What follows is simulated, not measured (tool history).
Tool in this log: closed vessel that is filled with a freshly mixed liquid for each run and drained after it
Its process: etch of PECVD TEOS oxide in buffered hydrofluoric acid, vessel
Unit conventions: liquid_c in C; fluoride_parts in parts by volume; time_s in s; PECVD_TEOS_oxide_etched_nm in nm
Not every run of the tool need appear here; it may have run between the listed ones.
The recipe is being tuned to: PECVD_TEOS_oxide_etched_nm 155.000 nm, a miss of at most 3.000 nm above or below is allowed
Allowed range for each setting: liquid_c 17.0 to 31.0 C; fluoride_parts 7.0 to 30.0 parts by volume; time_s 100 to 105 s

{"run": 1, "hour": 0.0, "liquid_c": 23.0, "fluoride_parts": 19.0, "time_s": 100, "PECVD_TEOS_oxide_etched_nm": 125.68}
{"run": 2, "hour": 5.7, "liquid_c": 23.0, "fluoride_parts": 22.0, "time_s": 100, "PECVD_TEOS_oxide_etched_nm": 110.68}
{"run": 3, "hour": 15.0, "liquid_c": 24.5, "fluoride_parts": 22.0, "time_s": 100, "PECVD_TEOS_oxide_etched_nm": 119.65}
{"run": 4, "hour": 22.5, "liquid_c": 24.5, "fluoride_parts": 27.0, "time_s": 100, "PECVD_TEOS_oxide_etched_nm": 104.81}
{"run": 5, "hour": 28.7, "liquid_c": 22.5, "fluoride_parts": 27.0, "time_s": 100, "PECVD_TEOS_oxide_etched_nm": 94.465}
{"run": 6, "hour": 33.5, "liquid_c": 19.5, "fluoride_parts": 27.0, "time_s": 100, "PECVD_TEOS_oxide_etched_nm": 78.798}
{"run": 7, "hour": 38.2, "liquid_c": 23.5, "fluoride_parts": 26.5, "time_s": 100, "PECVD_TEOS_oxide_etched_nm": 100.78}
{"run": 8, "hour": 43.8, "liquid_c": 27.5, "fluoride_parts": 26.0, "time_s": 100, "PECVD_TEOS_oxide_etched_nm": 125.85}

Exercise: of the 4 proposed moves below, exactly one satisfies all targets within the stated allowed misses. Which move is it?
{"run": "A", "hour": 49.4, "liquid_c": 28.5, "fluoride_parts": 22.5, "time_s": 100, "PECVD_TEOS_oxide_etched_nm": "?"}
{"run": "B", "hour": 49.4, "liquid_c": 28.0, "fluoride_parts": 23.0, "time_s": 105, "PECVD_TEOS_oxide_etched_nm": "?"}
{"run": "C", "hour": 49.4, "liquid_c": 29.5, "fluoride_parts": 24.0, "time_s": 105, "PECVD_TEOS_oxide_etched_nm": "?"}
{"run": "D", "hour": 49.4, "liquid_c": 29.0, "fluoride_parts": 25.5, "time_s": 105, "PECVD_TEOS_oxide_etched_nm": "?"}

move=A PECVD_TEOS_oxide_etched_nm=147.530
move=B PECVD_TEOS_oxide_etched_nm=148.600
move=C PECVD_TEOS_oxide_etched_nm=156.270
move=D PECVD_TEOS_oxide_etched_nm=146.030
A: moves toward the targets from the last run without getting all of them in spec
B: moves toward the targets from the last run without getting all of them in spec
C: in spec on every target
D: moves toward the targets from the last run without getting all of them in spec
Go with C: it meets all targets.
